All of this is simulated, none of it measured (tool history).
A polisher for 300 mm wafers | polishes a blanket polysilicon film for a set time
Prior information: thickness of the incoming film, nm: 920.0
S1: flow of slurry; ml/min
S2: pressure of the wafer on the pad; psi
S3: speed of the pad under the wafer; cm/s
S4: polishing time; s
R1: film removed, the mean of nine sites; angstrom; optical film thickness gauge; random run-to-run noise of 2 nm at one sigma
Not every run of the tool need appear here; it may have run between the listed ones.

Run 1, hour 0: S1 280 ml/min, S2 2.9 psi, S3 112 cm/s, S4 19 s. Result: R1 1668.8 angstrom.
Run 2, hour 6.6: S1 310 ml/min, S2 2.9 psi, S3 112 cm/s, S4 19 s. Result: R1 1675.6 angstrom.
Run 3, hour 7.3: S1 310 ml/min, S2 2.9 psi, S3 112 cm/s, S4 17 s. Result: R1 1496.5 angstrom.
Run 4, hour 13.2: S1 310 ml/min, S2 3.3 psi, S3 114 cm/s, S4 17 s. Result: R1 1734.5 angstrom.
Run 5, hour 20.2: S1 310 ml/min, S2 3.3 psi, S3 134 cm/s, S4 17 s. Result: R1 1976.4 angstrom.
Run 6, hour 21.2: S1 310 ml/min, S2 3.3 psi, S3 134 cm/s, S4 17 s. Result: R1 1993.2 angstrom.
Run 7, hour 25.4: S1 310 ml/min, S2 3.6 psi, S3 134 cm/s, S4 17 s. Result: R1 2161.6 angstrom.

Run 8 comes next. What will it give?
Run 8, hour 31.6: S1 325 ml/min, S2 4.4 psi, S3 134 cm/s, S4 17 s. Result: R1 ?.

Run 8 gave R1 2678.9 angstrom.
